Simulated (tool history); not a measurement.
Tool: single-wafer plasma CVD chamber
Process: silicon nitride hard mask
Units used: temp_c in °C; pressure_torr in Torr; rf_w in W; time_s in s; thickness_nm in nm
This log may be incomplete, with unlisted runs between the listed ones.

run,hour,temp_c,pressure_torr,rf_w,time_s,thickness_nm
1,0.0,375,2.03,390,17.1,26.798
2,3.1,375,2.03,390,17.1,26.817
3,11.8,375,1.96,385,17.1,26.322
4,19.4,375,2.21,385,17.1,27.440
5,24.4,382,2.21,385,17.1,27.463
6,25.8,382,2.57,385,17.1,28.678
7,28.1,382,2.45,380,17.1,28.229
8,28.9,382,2.34,375,17.1,27.615
9,36.4,382,2.24,370,17.1,26.830
10,37.5,382,2.16,370,17.1,26.636

Run 11 is up next; what results do you expect?
11,41.5,382,2.08,370,17.1,?

{"run 11": {"thickness_nm": 26.23}}
